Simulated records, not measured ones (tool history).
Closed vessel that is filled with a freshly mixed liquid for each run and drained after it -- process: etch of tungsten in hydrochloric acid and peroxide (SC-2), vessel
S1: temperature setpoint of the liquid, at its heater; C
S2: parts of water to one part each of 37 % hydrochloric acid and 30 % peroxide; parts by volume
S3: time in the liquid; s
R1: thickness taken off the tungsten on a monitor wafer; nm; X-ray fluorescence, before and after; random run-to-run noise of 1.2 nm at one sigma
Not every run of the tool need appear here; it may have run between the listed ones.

Run 1, hour 0.0: S1 52.0 C, S2 7.0 parts by volume, S3 240 s. Result: R1 92.034 nm.
Run 2, hour 8.2: S1 52.0 C, S2 8.0 parts by volume, S3 240 s. Result: R1 84.019 nm.
Run 3, hour 9.2: S1 52.0 C, S2 8.0 parts by volume, S3 255 s. Result: R1 89.630 nm.
Run 4, hour 14.0: S1 53.0 C, S2 8.0 parts by volume, S3 255 s. Result: R1 94.603 nm.
Run 5, hour 17.0: S1 49.5 C, S2 8.0 parts by volume, S3 255 s. Result: R1 74.127 nm.
Run 6, hour 20.1: S1 54.0 C, S2 8.0 parts by volume, S3 255 s. Result: R1 100.150 nm.
Run 7, hour 27.1: S1 54.0 C, S2 8.0 parts by volume, S3 255 s. Result: R1 100.020 nm.

The next listed run, before its measurement:
Run 8, hour 34.2: S1 54.5 C, S2 8.0 parts by volume, S3 255 s. Result: R1 ?.

Run 8 produced R1 103.320 nm.
